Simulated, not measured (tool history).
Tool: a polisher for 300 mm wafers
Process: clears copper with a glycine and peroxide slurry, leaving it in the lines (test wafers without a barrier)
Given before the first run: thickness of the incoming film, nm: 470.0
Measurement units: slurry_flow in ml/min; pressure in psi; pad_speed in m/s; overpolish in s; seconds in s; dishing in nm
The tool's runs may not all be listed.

{"run": 1, "hour": 0.0, "slurry_flow": 135, "pressure": 2.3, "pad_speed": 1.12, "overpolish": 12, "seconds": 85.816, "dishing": 29.027}
{"run": 2, "hour": 3.1, "slurry_flow": 115, "pressure": 2.3, "pad_speed": 1.12, "overpolish": 12, "seconds": 87.774, "dishing": 29.064}
{"run": 3, "hour": 6.7, "slurry_flow": 115, "pressure": 2.3, "pad_speed": 1.12, "overpolish": 17, "seconds": 88.684, "dishing": 34.482}
{"run": 4, "hour": 15.6, "slurry_flow": 115, "pressure": 2.5, "pad_speed": 1.12, "overpolish": 17, "seconds": 82.42, "dishing": 34.928}
{"run": 5, "hour": 22.7, "slurry_flow": 115, "pressure": 2.3, "pad_speed": 1.12, "overpolish": 17, "seconds": 88.163, "dishing": 34.577}
{"run": 6, "hour": 24.3, "slurry_flow": 115, "pressure": 2.5, "pad_speed": 1.12, "overpolish": 17, "seconds": 84.031, "dishing": 34.403}
{"run": 7, "hour": 29.0, "slurry_flow": 135, "pressure": 3.1, "pad_speed": 1.2, "overpolish": 17, "seconds": 69.537, "dishing": 37.452}

Predict the results of run 8:
{"run": 8, "hour": 33.7, "slurry_flow": 135, "pressure": 3.2, "pad_speed": 1.22, "overpolish": 17, "seconds": "?", "dishing": "?"}

Run 8 produced seconds 67.960 s, dishing 38.217 nm.
